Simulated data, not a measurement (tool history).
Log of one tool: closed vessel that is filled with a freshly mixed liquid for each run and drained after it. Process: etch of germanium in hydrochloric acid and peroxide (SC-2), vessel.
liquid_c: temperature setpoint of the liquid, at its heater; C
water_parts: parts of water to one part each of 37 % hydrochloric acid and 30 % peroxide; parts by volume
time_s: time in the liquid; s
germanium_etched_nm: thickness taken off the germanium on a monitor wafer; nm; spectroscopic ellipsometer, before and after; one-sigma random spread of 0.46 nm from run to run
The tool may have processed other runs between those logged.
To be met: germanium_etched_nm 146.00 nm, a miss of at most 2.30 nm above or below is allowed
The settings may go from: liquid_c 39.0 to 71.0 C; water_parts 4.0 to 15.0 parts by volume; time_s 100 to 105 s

run	hour	liquid_c	water_parts	time_s	germanium_etched_nm
1	0.0	55.0	8.5	100	179.60
2	4.0	59.0	8.5	100	202.61
3	8.7	56.5	8.5	100	188.44
4	14.1	54.5	8.5	100	176.99
5	17.2	61.0	8.5	100	215.43
6	21.6	61.0	8.5	105	226.25
7	29.8	57.5	8.5	105	204.45
8	37.8	55.0	8.5	105	188.70
9	42.0	53.0	8.5	105	177.93
10	50.4	51.5	8.5	105	169.81
11	58.5	50.5	8.5	105	164.97
12	64.5	49.5	8.5	105	158.47
13	70.7	49.0	8.5	105	155.85
14	77.5	48.5	8.5	105	154.48
15	84.2	48.0	8.5	105	151.44
16	93.2	48.0	8.5	105	151.55
17	98.0	47.5	8.5	105	150.03

Consider the 4 candidate settings below. Which is the only one whose results all fall within their allowed miss of target?
A	102.8	45.5	7.5	105	?
B	102.8	47.0	9.5	105	?
C	102.8	50.0	7.0	100	?
D	102.8	46.0	10.0	105	?

move	germanium_etched_nm
A	141.13
B	145.76
C	156.06
D	140.51
A: moves the result that the last run missed by most past its target, out the other side
B: meets every target
C: misses by more than the last run did
D: moves the result that the last run missed by most past its target, out the other side
The move that meets every target is B.

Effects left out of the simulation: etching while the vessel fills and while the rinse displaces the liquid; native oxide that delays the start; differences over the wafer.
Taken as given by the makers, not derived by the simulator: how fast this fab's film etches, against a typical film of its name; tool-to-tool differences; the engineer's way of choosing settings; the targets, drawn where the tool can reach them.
